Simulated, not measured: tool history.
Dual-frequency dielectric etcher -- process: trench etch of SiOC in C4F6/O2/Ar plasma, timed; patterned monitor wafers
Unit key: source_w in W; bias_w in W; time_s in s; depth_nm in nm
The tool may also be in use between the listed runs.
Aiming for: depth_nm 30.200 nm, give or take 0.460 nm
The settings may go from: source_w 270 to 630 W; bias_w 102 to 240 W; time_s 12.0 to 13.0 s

Run 1, hour 0.0: source_w 450 W, bias_w 171 W, time_s 13.0 s. Result: depth_nm 26.964 nm.
Run 2, hour 5.7: source_w 480 W, bias_w 173 W, time_s 13.0 s. Result: depth_nm 28.276 nm.
Run 3, hour 11.0: source_w 480 W, bias_w 190 W, time_s 13.0 s. Result: depth_nm 29.141 nm.
Run 4, hour 14.2: source_w 480 W, bias_w 190 W, time_s 12.0 s. Result: depth_nm 26.655 nm.
Run 5, hour 17.7: source_w 510 W, bias_w 192 W, time_s 12.0 s. Result: depth_nm 27.955 nm.
Run 6, hour 24.8: source_w 510 W, bias_w 203 W, time_s 12.0 s. Result: depth_nm 28.417 nm.
Run 7, hour 27.5: source_w 530 W, bias_w 204 W, time_s 12.0 s. Result: depth_nm 29.110 nm.
Run 8, hour 31.2: source_w 540 W, bias_w 205 W, time_s 12.0 s. Result: depth_nm 29.371 nm.
Run 9, hour 37.3: source_w 550 W, bias_w 205 W, time_s 12.0 s. Result: depth_nm 29.693 nm.

Which single option among these 4 for the next run brings every result within its allowed miss of target? Just one does.
Run A, hour 43.4: source_w 540 W, bias_w 205 W, time_s 12.0 s. Result: depth_nm ?.
Run B, hour 43.4: source_w 560 W, bias_w 194 W, time_s 12.0 s. Result: depth_nm ?.
Run C, hour 43.4: source_w 520 W, bias_w 209 W, time_s 12.5 s. Result: depth_nm ?.
Run D, hour 43.4: source_w 550 W, bias_w 200 W, time_s 12.0 s. Result: depth_nm ?.

move  depth_nm
   A    29.454
   B    29.540
   C    30.216
   D    29.527
A: misses by more than the last run did
B: misses by more than the last run did
C: every result within its allowed miss
D: misses by more than the last run did
So the answer is move C, the one that meets all the targets.

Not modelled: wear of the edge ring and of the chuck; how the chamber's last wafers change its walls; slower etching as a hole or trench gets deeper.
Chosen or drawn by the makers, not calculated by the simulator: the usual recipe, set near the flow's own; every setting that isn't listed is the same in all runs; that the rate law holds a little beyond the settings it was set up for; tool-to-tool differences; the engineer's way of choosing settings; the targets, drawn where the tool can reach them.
